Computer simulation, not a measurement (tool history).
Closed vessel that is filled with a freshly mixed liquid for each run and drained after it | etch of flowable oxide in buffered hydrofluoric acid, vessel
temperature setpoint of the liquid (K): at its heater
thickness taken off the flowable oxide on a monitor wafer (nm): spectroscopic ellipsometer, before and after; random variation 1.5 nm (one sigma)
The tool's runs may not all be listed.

run	hour	temperature setpoint of the liquid (K)	parts of 40 % ammonium fluoride to one part of 49 % hydrofluoric acid (parts by volume)	time in the liquid (s)	thickness taken off the flowable oxide on a monitor wafer (nm)
1	0	295.15	14	100	251.95
2	3.8	295.15	14	105	262.04
3	5.3	294.15	14	105	250.07
4	9	293.15	14	105	234.33
5	10.3	292.65	14	105	229.34
6	16.1	292.15	14	105	225.45

Forecast run 7:
7	17.1	291.65	14	105	?

Run 7 gave thickness taken off the flowable oxide on a monitor wafer (nm) 215.89.
